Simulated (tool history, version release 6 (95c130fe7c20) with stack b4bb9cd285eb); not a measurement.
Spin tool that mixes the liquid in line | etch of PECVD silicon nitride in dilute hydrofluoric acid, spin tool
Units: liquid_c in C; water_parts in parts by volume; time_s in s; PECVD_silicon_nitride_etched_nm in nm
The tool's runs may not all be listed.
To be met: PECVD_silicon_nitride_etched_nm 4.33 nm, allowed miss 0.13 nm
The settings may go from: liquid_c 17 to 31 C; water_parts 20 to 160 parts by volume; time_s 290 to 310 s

run,day,liquid_c,water_parts,time_s,PECVD_silicon_nitride_etched_nm
1,0,23,90,290,5.8667
2,0.288,24.5,90,290,6.4893
3,0.596,23,90,290,5.8378
4,0.688,22,90,290,5.5179
5,0.792,22,120,290,4.2051
6,0.912,22,95,290,5.241
7,1.171,21,95,290,4.8776
8,1.292,20.5,95,290,4.6933

Which of these 4 next moves meets every target?
A,1.412,21,85,290,?
B,1.412,19,100,310,?
C,1.412,21.5,100,310,?
D,1.412,19.5,85,310,?

move,PECVD_silicon_nitride_etched_nm
A,5.5038
B,4.3821
C,5.1891
D,5.3123
A: further off than the last run
B: meets every target
C: further off than the last run
D: further off than the last run
Answer: B
